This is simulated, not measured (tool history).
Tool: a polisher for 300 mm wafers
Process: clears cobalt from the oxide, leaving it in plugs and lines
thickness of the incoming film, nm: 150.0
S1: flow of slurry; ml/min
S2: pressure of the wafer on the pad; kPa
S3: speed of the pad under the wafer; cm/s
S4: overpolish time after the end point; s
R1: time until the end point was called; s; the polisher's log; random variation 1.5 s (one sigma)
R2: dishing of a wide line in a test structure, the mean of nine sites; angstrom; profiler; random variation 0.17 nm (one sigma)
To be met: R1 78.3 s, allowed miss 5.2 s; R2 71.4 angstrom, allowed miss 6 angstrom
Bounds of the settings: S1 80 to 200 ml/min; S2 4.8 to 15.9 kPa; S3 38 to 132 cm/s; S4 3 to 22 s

Run 1, hour 0: S1 130 ml/min, S2 10.3 kPa, S3 84 cm/s, S4 11 s. Result: R1 49.484 s, R2 251.09 angstrom.
Run 2, hour 2: S1 130 ml/min, S2 10.3 kPa, S3 84 cm/s, S4 16 s. Result: R1 51.804 s, R2 319.07 angstrom.
Run 3, hour 7.8: S1 140 ml/min, S2 10.3 kPa, S3 84 cm/s, S4 16 s. Result: R1 49.629 s, R2 333.93 angstrom.
Run 4, hour 12.1: S1 140 ml/min, S2 9 kPa, S3 84 cm/s, S4 16 s. Result: R1 55.958 s, R2 297.07 angstrom.
Run 5, hour 13.7: S1 145 ml/min, S2 8.3 kPa, S3 80 cm/s, S4 13 s. Result: R1 63.489 s, R2 242.96 angstrom.
At hour 15.3: head pressure recalibrated.
Run 6, hour 15.3: S1 145 ml/min, S2 8.3 kPa, S3 80 cm/s, S4 10 s. Result: R1 67.867 s, R2 181.27 angstrom.
Run 7, hour 22.7: S1 160 ml/min, S2 7.6 kPa, S3 82 cm/s, S4 8 s. Result: R1 72.097 s, R2 147.09 angstrom.
Run 8, hour 28.8: S1 170 ml/min, S2 6.9 kPa, S3 86 cm/s, S4 7 s. Result: R1 76.345 s, R2 126.19 angstrom.
Run 9, hour 37.5: S1 175 ml/min, S2 6.2 kPa, S3 90 cm/s, S4 6 s. Result: R1 74.944 s, R2 105.45 angstrom.
Run 10, hour 42.8: S1 180 ml/min, S2 6.2 kPa, S3 92 cm/s, S4 5 s. Result: R1 72.703 s, R2 91.779 angstrom.

Which of these 5 next moves meets every target?
Run A, hour 48.1: S1 170 ml/min, S2 5.5 kPa, S3 94 cm/s, S4 4 s. Result: R1 ?, R2 ?.
Run B, hour 48.1: S1 195 ml/min, S2 5.5 kPa, S3 98 cm/s, S4 5 s. Result: R1 ?, R2 ?.
Run C, hour 48.1: S1 185 ml/min, S2 6.2 kPa, S3 74 cm/s, S4 6 s. Result: R1 ?, R2 ?.
Run D, hour 48.1: S1 195 ml/min, S2 4.8 kPa, S3 88 cm/s, S4 6 s. Result: R1 ?, R2 ?.
Run E, hour 48.1: S1 190 ml/min, S2 5.5 kPa, S3 98 cm/s, S4 3 s. Result: R1 ?, R2 ?.

move      R1      R2
   A  80.812  69.362
   B  76.446  89.817
   C  91.798  89.812
   D  94.304  87.627
   E  76.659  55.563
A: meets every target
B: nearer than the last run, and not there yet
C: nearer than the last run, and not there yet
D: nearer than the last run, and not there yet
E: takes the result that was furthest off past its target
Answer: A
